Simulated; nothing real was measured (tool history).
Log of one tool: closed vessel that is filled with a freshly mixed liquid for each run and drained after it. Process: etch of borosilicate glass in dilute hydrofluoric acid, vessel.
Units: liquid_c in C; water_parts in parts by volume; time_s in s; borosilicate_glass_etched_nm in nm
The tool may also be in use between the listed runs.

run	hour	liquid_c	water_parts	time_s	borosilicate_glass_etched_nm
1	0	26	90	45	13.919
2	6.2	27.5	90	45	14.912
3	8.9	25.5	90	45	13.648
4	10	25.5	60	45	21.47
5	18.8	23	60	45	19.436
6	28.2	21.5	60	45	18.222

The next listed run, before its measurement:
7	34.4	20.5	60	45	?

Run 7 gave borosilicate_glass_etched_nm 17.367 nm.
